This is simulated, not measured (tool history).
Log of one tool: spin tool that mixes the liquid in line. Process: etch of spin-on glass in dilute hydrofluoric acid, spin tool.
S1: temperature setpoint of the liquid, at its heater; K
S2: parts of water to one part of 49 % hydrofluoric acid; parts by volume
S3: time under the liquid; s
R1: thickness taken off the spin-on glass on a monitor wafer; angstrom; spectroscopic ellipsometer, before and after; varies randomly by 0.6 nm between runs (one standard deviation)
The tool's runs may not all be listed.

| run | hour | S1 | S2 | S3 | R1 |
|---|---|---|---|---|---|
| 1 | 0 | 293.15 | 260 | 320 | 208.57 |
| 2 | 7.2 | 294.65 | 260 | 320 | 221.33 |
| 3 | 15.5 | 295.65 | 225 | 320 | 271.23 |
| 4 | 23.6 | 295.65 | 155 | 320 | 428.65 |
| 5 | 29.9 | 295.65 | 75 | 320 | 969.05 |
| 6 | 30.6 | 293.15 | 75 | 320 | 869.37 |
| 7 | 31.5 | 292.65 | 75 | 320 | 859.48 |
| 8 | 37.5 | 292.15 | 75 | 320 | 827.72 |

Run 9 has not been measured yet. What should we expect?
| 9 | 46.4 | 291.65 | 75 | 320 | ? |

Run 9 measured R1 818.59 angstrom.
